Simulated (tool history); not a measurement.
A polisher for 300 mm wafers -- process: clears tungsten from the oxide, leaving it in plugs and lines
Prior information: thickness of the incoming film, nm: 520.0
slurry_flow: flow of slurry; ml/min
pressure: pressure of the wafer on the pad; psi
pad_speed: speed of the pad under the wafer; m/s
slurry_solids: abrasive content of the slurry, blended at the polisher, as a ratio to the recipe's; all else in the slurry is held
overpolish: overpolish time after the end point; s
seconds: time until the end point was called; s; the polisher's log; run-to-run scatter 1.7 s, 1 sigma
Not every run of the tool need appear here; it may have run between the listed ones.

run,day,slurry_flow,pressure,pad_speed,slurry_solids,overpolish,seconds
1,0,265,3.3,1.08,1,25,118.65
2,0.079,265,3.1,1.08,1,25,125.07
3,0.104,265,2.9,1.08,1,25,134.21
4,0.183,265,2.9,1.2,1,25,123.72
5,0.383,265,2.7,1.2,1,25,130.58
6,0.425,205,2.7,1.2,1,25,134.17
7,0.654,205,2.6,1.2,1,25,138.01

Run 8 is up next; what results do you expect?
8,0.796,205,2.5,1.2,1,25,?

{"run 8": {"seconds": 143.54}}
